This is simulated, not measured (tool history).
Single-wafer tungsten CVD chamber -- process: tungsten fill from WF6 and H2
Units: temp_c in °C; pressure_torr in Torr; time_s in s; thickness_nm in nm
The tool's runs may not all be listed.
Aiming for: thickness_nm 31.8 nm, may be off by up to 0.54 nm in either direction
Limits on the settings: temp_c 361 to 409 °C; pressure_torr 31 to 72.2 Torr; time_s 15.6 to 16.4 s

| run | hour | temp_c | pressure_torr | time_s | thickness_nm |
|---|---|---|---|---|---|
| 1 | 0 | 385 | 51.6 | 16.4 | 48.239 |
| 2 | 7.8 | 381 | 51.5 | 16.4 | 43.714 |
| 3 | 15.2 | 381 | 59.9 | 16.4 | 47.024 |
| 4 | 19.6 | 390 | 59.9 | 16.4 | 57.233 |
| 5 | 28 | 380 | 59.9 | 16.4 | 45.66 |
| 6 | 28.7 | 380 | 67.2 | 16.4 | 47.612 |
| 7 | 31 | 368 | 62 | 16.3 | 34.515 |
| 8 | 33.1 | 367 | 62 | 16.3 | 33.603 |
| 9 | 36 | 366 | 62 | 16.3 | 32.776 |

4 candidate next runs follow, results not yet known. Just one meets every target within its allowed miss. Identify it.
| A | 38.9 | 368 | 61.4 | 15.6 | ? |
| B | 38.9 | 367 | 60 | 16.4 | ? |
| C | 38.9 | 366 | 64.7 | 15.6 | ? |
| D | 38.9 | 366 | 66.8 | 16.4 | ? |

| move | thickness_nm |
|---|---|
| A | 32.82 |
| B | 33.34 |
| C | 31.935 |
| D | 34.025 |
A: roughly where the last run was
B: further off than the last run
C: all results land within tolerance of their targets
D: further off than the last run
The move that meets every target is C.
